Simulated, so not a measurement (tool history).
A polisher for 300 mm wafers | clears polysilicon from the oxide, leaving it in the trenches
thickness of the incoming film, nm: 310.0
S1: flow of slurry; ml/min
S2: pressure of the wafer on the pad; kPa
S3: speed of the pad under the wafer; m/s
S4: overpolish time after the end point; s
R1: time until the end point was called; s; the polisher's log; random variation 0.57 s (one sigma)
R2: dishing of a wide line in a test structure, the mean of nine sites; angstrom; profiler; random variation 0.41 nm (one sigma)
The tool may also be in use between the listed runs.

run  hour   S1    S2    S3  S4      R1      R2
  1     0  210  11.7  0.98  18  30.131  503.24
  2   4.6  210  11.7  0.98  21  29.957  517.77
  3  13.2  245  11.7  0.98  21   29.57  515.62
  4  19.8  255    11  0.96  19   31.21  501.32
  5  23.7  275    11  0.96  19  30.395  509.89
     27.1  -- worn pad replaced by a new one
  6  27.1  255  10.3  0.94  17  31.104  497.81
  7  30.6  235   9.7  0.88  15   34.78  457.21
  8  31.8  220     9  0.82  14  39.465  428.05
  9  32.5  205     9  0.78  13  41.558  392.36
 10  33.4  195     9  0.74  12  43.491  371.95
 11  38.3  185     9   0.7  11  45.856  348.31
 12  44.8  175     9  0.68  10  47.216   328.4

Run 13 comes next. What will it give?
 13  48.3  125  8.3  0.6   5   ?   ?

{"run 13": {"R1": 59.612, "R2": 162.33}}

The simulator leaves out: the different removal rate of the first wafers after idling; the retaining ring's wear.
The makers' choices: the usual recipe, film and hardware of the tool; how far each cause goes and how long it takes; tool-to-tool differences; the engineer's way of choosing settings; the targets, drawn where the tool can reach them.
